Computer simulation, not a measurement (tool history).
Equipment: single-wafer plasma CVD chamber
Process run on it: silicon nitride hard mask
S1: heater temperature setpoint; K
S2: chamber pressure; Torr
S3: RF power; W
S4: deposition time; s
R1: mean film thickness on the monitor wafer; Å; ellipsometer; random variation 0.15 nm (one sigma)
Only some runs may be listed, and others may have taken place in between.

Run 1, hour 0.0: S1 678.15 K, S2 2.08 Torr, S3 255 W, S4 42.8 s. Result: R1 467.48 Å.
Run 2, hour 7.0: S1 678.15 K, S2 2.08 Torr, S3 255 W, S4 44.1 s. Result: R1 480.32 Å.
Run 3, hour 12.2: S1 678.15 K, S2 2.00 Torr, S3 250 W, S4 44.1 s. Result: R1 470.26 Å.
Run 4, hour 15.7: S1 678.15 K, S2 2.00 Torr, S3 265 W, S4 44.1 s. Result: R1 495.18 Å.
At hour 20.9: capacitance manometer re-zeroed and calibrated.
Run 5, hour 20.9: S1 678.15 K, S2 1.94 Torr, S3 260 W, S4 44.1 s. Result: R1 495.30 Å.
Run 6, hour 28.6: S1 678.15 K, S2 1.94 Torr, S3 285 W, S4 44.1 s. Result: R1 529.18 Å.
Run 7, hour 36.7: S1 678.15 K, S2 1.93 Torr, S3 275 W, S4 44.0 s. Result: R1 514.69 Å.

Run 8 has not been measured yet. What should we expect?
Run 8, hour 40.5: S1 678.15 K, S2 1.93 Torr, S3 265 W, S4 43.9 s. Result: R1 ?.

R1: 495.75 Å
